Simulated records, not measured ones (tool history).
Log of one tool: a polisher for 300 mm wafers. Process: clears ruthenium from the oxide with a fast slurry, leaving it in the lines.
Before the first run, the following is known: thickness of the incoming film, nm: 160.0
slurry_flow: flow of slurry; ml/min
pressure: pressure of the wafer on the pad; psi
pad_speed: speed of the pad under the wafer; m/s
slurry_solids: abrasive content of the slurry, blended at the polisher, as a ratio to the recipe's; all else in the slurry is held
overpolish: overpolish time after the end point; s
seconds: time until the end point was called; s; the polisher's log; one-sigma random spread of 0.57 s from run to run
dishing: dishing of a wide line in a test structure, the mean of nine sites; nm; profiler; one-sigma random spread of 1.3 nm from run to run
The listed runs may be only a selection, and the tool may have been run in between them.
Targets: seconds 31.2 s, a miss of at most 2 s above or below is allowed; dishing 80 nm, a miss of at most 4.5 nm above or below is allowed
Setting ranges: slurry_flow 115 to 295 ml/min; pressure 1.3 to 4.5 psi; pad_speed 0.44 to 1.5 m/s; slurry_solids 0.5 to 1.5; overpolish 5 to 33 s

run 1 day=0 | slurry_flow=190 pressure=2.9 pad_speed=0.96 slurry_solids=1 overpolish=17 | seconds=47.71 dishing=43.571
run 2 day=0.1 | slurry_flow=145 pressure=2.9 pad_speed=0.96 slurry_solids=1 overpolish=17 | seconds=49.837 dishing=43.39
run 3 day=0.458 | slurry_flow=145 pressure=3.1 pad_speed=0.96 slurry_solids=1 overpolish=17 | seconds=48.369 dishing=45.816
run 4 day=0.529 | slurry_flow=145 pressure=3.3 pad_speed=0.96 slurry_solids=1 overpolish=17 | seconds=47.032 dishing=46.657
-- day=0.567 slurry blender recalibrated
run 5 day=0.567 | slurry_flow=145 pressure=3.4 pad_speed=0.98 slurry_solids=1 overpolish=17 | seconds=40.422 dishing=53.099
run 6 day=0.788 | slurry_flow=145 pressure=3.5 pad_speed=0.98 slurry_solids=1 overpolish=17 | seconds=39.108 dishing=52.966
run 7 day=1.092 | slurry_flow=145 pressure=3.5 pad_speed=0.98 slurry_solids=1 overpolish=17 | seconds=39.356 dishing=54.665
run 8 day=1.217 | slurry_flow=145 pressure=3.6 pad_speed=0.98 slurry_solids=1 overpolish=17 | seconds=38.254 dishing=55.032

Which single option among these 5 for the next run brings every result within its allowed miss of target? Just one does.
run A day=1.342 | slurry_flow=120 pressure=3.3 pad_speed=0.94 slurry_solids=0.95 overpolish=25 | seconds=? dishing=?
run B day=1.342 | slurry_flow=160 pressure=3.7 pad_speed=1.22 slurry_solids=1.1 overpolish=14 | seconds=? dishing=?
run C day=1.342 | slurry_flow=150 pressure=4.1 pad_speed=1.04 slurry_solids=1.05 overpolish=11 | seconds=? dishing=?
run D day=1.342 | slurry_flow=115 pressure=3.4 pad_speed=1.12 slurry_solids=1.1 overpolish=19 | seconds=? dishing=?
run E day=1.342 | slurry_flow=200 pressure=3.8 pad_speed=0.98 slurry_solids=1.25 overpolish=21 | seconds=? dishing=?

move=A seconds=45.326 dishing=67.394
move=B seconds=28.072 dishing=61.671
move=C seconds=30.939 dishing=45.427
move=D seconds=35.138 dishing=66.232
move=E seconds=31.05 dishing=80.35
A: its largest miss is bigger than the last run's
B: gains on the last run, yet a result remains outside its allowed miss
C: its largest miss is bigger than the last run's
D: gains on the last run, yet a result remains outside its allowed miss
E: hits every target within its allowed miss
E meets every target.
